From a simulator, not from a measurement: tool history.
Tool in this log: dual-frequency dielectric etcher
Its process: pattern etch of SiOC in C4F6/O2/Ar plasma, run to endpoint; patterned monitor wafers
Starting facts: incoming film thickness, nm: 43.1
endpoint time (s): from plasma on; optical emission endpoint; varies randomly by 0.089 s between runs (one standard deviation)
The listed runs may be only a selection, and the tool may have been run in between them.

run	hour	bias power (kW)	source power (kW)	endpoint time (s)
1	0	0.443	0.41	14.141
2	0.8	0.521	0.41	13.634
3	6.3	0.451	0.41	14.193
4	12.6	0.401	0.41	14.758
5	19.9	0.452	0.41	14.176
6	21.3	0.465	0.42	13.887

Run 7 comes next. What will it give?
7	28.5	0.476	0.42	?

endpoint time (s): 13.735
